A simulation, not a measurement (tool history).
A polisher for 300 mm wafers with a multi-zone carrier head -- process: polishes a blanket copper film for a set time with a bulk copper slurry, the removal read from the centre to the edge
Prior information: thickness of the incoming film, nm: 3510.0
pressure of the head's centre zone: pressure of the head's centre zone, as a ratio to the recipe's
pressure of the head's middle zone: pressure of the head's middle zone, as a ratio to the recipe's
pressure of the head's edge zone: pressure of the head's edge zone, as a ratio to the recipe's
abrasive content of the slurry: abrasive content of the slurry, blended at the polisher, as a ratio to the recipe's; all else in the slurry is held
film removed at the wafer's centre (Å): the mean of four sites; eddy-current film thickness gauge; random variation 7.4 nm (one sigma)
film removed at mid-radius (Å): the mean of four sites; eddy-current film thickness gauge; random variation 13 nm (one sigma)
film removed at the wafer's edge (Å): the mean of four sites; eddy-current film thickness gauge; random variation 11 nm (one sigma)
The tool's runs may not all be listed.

| run | day | flow of slurry (ml/min) | pressure of the head's centre zone | pressure of the head's middle zone | pressure of the head's edge zone | abrasive content of the slurry | polishing time (s) | film removed at the wafer's centre (Å) | film removed at mid-radius (Å) | film removed at the wafer's edge (Å) |
|---|---|---|---|---|---|---|---|---|---|---|
| 1 | 0 | 275 | 1 | 1 | 1 | 1 | 82 | 9740.5 | 9581.3 | 9882.2 |
| 2 | 0.283 | 275 | 1.07 | 1 | 1 | 1 | 82 | 10312 | 9737.2 | 9898.4 |
| 3 | 0.529 | 275 | 1.07 | 1.06 | 1 | 1 | 82 | 10605 | 10002 | 9668.9 |
| 4 | 0.721 | 285 | 1.03 | 1.02 | 1.06 | 1.1 | 83 | 10368 | 10113 | 10422 |
| 5 | 1.1 | 285 | 1.03 | 1.02 | 1.06 | 1.1 | 90 | 11366 | 10617 | 11401 |
| 6 | 1.446 | 270 | 0.98 | 1.01 | 1.08 | 1.2 | 91 | 11150 | 11096 | 11602 |
| 7 | 1.508 | 275 | 0.94 | 0.98 | 1.11 | 1.2 | 92 | 10872 | 11013 | 11929 |
| 8 | 1.833 | 270 | 0.91 | 0.95 | 1.13 | 1.2 | 93 | 10425 | 10664 | 12377 |
| 9 | 2.038 | 265 | 0.9 | 0.94 | 1.14 | 1.2 | 93 | 10415 | 10650 | 12254 |

Run 10 comes next. What will it give?
| 10 | 2.333 | 265 | 0.9 | 0.94 | 1.14 | 1.2 | 93 | ? | ? | ? |

Logged for run 10: film removed at the wafer's centre (Å) 10409, film removed at mid-radius (Å) 11043, film removed at the wafer's edge (Å) 12308.
